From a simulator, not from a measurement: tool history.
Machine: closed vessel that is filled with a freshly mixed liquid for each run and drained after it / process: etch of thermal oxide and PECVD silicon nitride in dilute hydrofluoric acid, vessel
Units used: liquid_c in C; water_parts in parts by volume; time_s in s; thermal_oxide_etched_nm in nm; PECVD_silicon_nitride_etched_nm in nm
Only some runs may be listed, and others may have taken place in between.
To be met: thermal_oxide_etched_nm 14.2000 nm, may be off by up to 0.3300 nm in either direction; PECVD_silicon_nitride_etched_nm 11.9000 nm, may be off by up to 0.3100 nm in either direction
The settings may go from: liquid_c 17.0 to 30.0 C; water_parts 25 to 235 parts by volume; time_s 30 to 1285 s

| run | hour | liquid_c | water_parts | time_s | thermal_oxide_etched_nm | PECVD_silicon_nitride_etched_nm |
|---|---|---|---|---|---|---|
| 1 | 0.0 | 22.0 | 130 | 655 | 24.3150 | 22.9190 |
| 2 | 5.6 | 20.0 | 130 | 655 | 22.3050 | 20.2990 |
| 3 | 14.6 | 19.5 | 135 | 640 | 20.5400 | 18.4210 |
| 4 | 22.1 | 22.0 | 135 | 640 | 22.8590 | 21.8100 |
| 5 | 22.8 | 22.0 | 135 | 495 | 17.4970 | 16.7950 |
| 6 | 23.9 | 22.0 | 135 | 275 | 9.7339 | 9.4098 |
| 7 | 26.0 | 21.5 | 120 | 265 | 10.5840 | 9.7800 |
| 8 | 29.7 | 21.5 | 120 | 265 | 10.4930 | 9.7661 |
|  | 34.4 | thermometer replaced |
| 9 | 34.4 | 21.5 | 105 | 250 | 10.8720 | 9.4583 |
| 10 | 42.6 | 22.0 | 95 | 240 | 11.9110 | 10.3680 |
| 11 | 49.2 | 22.0 | 65 | 205 | 15.3790 | 12.8160 |

Which of these 4 next moves meets every target?
| A | 55.8 | 20.5 | 95 | 305 | ? | ? |
| B | 55.8 | 24.0 | 195 | 605 | ? | ? |
| C | 55.8 | 21.5 | 90 | 260 | ? | ? |
| D | 55.8 | 23.5 | 95 | 275 | ? | ? |

| move | thermal_oxide_etched_nm | PECVD_silicon_nitride_etched_nm |
|---|---|---|
| A | 14.1420 | 11.8450 |
| B | 14.0260 | 14.5890 |
| C | 13.3330 | 11.3930 |
| D | 14.3970 | 13.0630 |
A: each result inside its tolerance
B: the furthest-off result lands on target, but another misses its tolerance
C: the result that was furthest off in the last run now lies on the other side of its target
D: the furthest-off result lands on target, but another misses its tolerance
The move that meets every target is A.
